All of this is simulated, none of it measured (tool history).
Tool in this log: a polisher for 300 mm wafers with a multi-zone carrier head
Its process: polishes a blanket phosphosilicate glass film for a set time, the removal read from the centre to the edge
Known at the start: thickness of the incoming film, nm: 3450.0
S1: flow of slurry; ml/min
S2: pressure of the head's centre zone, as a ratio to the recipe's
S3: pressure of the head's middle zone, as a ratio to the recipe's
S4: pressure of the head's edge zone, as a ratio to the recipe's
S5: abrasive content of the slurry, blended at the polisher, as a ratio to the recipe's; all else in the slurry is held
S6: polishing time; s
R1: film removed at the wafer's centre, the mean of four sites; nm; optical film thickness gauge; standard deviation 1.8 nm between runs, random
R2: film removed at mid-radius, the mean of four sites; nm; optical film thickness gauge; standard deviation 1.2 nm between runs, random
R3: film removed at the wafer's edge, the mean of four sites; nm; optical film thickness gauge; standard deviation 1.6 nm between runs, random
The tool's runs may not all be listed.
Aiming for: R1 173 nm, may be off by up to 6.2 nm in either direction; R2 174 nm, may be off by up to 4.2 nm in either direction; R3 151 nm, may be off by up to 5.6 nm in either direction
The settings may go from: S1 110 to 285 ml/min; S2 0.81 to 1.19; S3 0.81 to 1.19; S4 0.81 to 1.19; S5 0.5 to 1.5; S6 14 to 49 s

{"run": 1, "day": 0.0, "S1": 180, "S2": 1, "S3": 1, "S4": 1, "S5": 1, "S6": 31, "R1": 247.7, "R2": 253.42, "R3": 250.75}
{"run": 2, "day": 0.096, "S1": 180, "S2": 1.01, "S3": 1.01, "S4": 0.96, "S5": 0.9, "S6": 30, "R1": 228.49, "R2": 234.14, "R3": 230.81}
{"run": 3, "day": 0.25, "S1": 180, "S2": 1.01, "S3": 1.01, "S4": 0.96, "S5": 1.1, "S6": 30, "R1": 245.93, "R2": 252.9, "R3": 246.83}
{"run": 4, "day": 0.483, "S1": 185, "S2": 1.04, "S3": 1.04, "S4": 0.93, "S5": 0.95, "S6": 29, "R1": 233.94, "R2": 237.25, "R3": 224.89}
{"run": 5, "day": 0.733, "S1": 185, "S2": 1.04, "S3": 1.04, "S4": 0.93, "S5": 0.95, "S6": 33, "R1": 265.63, "R2": 271.11, "R3": 257.25}
{"run": 6, "day": 0.912, "S1": 190, "S2": 1.05, "S3": 1.06, "S4": 0.91, "S5": 0.85, "S6": 31, "R1": 244.25, "R2": 252.99, "R3": 227.96}
{"run": 7, "day": 1.204, "S1": 205, "S2": 1.04, "S3": 0.99, "S4": 0.82, "S5": 0.6, "S6": 23, "R1": 159.03, "R2": 155.63, "R3": 144.98}
{"run": 8, "day": 1.283, "S1": 215, "S2": 1.05, "S3": 1, "S4": 0.82, "S5": 0.6, "S6": 23, "R1": 165.62, "R2": 158.11, "R3": 146.64}
{"run": 9, "day": 1.35, "S1": 225, "S2": 1.05, "S3": 1.01, "S4": 0.82, "S5": 0.6, "S6": 23, "R1": 161.65, "R2": 161.64, "R3": 143.91}
{"run": 10, "day": 1.712, "S1": 225, "S2": 1.06, "S3": 1.02, "S4": 0.83, "S5": 0.6, "S6": 23, "R1": 166.44, "R2": 162.16, "R3": 145.72}
{"run": 11, "day": 1.9, "S1": 225, "S2": 1.06, "S3": 1.02, "S4": 0.83, "S5": 0.6, "S6": 23, "R1": 164.96, "R2": 162.24, "R3": 146.8}
{"run": 12, "day": 2.204, "S1": 230, "S2": 1.07, "S3": 1.03, "S4": 0.83, "S5": 0.6, "S6": 23, "R1": 169.8, "R2": 162.63, "R3": 144.25}
{"run": 13, "day": 2.5, "S1": 230, "S2": 1.07, "S3": 1.04, "S4": 0.84, "S5": 0.6, "S6": 23, "R1": 168.11, "R2": 164.9, "R3": 146.81}
{"run": 14, "day": 2.858, "S1": 235, "S2": 1.07, "S3": 1.05, "S4": 0.85, "S5": 0.6, "S6": 23, "R1": 169.89, "R2": 166.34, "R3": 150.18}
{"run": 15, "day": 3.004, "S1": 240, "S2": 1.07, "S3": 1.06, "S4": 0.85, "S5": 0.6, "S6": 23, "R1": 166.54, "R2": 167.98, "R3": 147.37}

4 candidate next runs follow, results not yet known. Just one meets every target within its allowed miss. Identify it.
{"run": "A", "day": 3.15, "S1": 245, "S2": 1.04, "S3": 0.97, "S4": 0.97, "S5": 0.5, "S6": 26, "R1": "?", "R2": "?", "R3": "?"}
{"run": "B", "day": 3.15, "S1": 170, "S2": 1.16, "S3": 1.15, "S4": 0.92, "S5": 0.9, "S6": 20, "R1": "?", "R2": "?", "R3": "?"}
{"run": "C", "day": 3.15, "S1": 150, "S2": 1.16, "S3": 1.03, "S4": 0.91, "S5": 0.6, "S6": 26, "R1": "?", "R2": "?", "R3": "?"}
{"run": "D", "day": 3.15, "S1": 240, "S2": 0.94, "S3": 1.09, "S4": 0.92, "S5": 0.65, "S6": 24, "R1": "?", "R2": "?", "R3": "?"}

move=A R1=175.81 R2=163.28 R3=171.16
move=B R1=175.14 R2=171.09 R3=152.85
move=C R1=192.82 R2=171.96 R3=169.06
move=D R1=162.69 R2=182.42 R3=168.7
A: lands further from the targets than the last run did
B: every result lands within tolerance
C: puts the biggest miss on target and leaves a different result outside tolerance
D: takes the result that was furthest off past its target
Move B is the one to make.
